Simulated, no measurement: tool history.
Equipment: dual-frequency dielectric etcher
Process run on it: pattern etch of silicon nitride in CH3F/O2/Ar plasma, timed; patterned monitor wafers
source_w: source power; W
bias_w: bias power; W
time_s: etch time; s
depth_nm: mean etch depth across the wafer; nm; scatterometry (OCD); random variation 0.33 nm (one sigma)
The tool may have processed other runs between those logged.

run,hour,source_w,bias_w,time_s,depth_nm
1,0.0,540,90,76,65.334
2,2.3,500,89,76,63.597
3,10.0,470,88,76,61.495
4,18.1,560,88,76,65.640
5,24.8,510,88,76,63.670
6,31.2,510,88,76,63.163
7,34.8,480,87,76,62.126

Run 8 is up next; what results do you expect?
8,40.0,460,86,76,?

Run 8 measured depth_nm 60.605 nm.
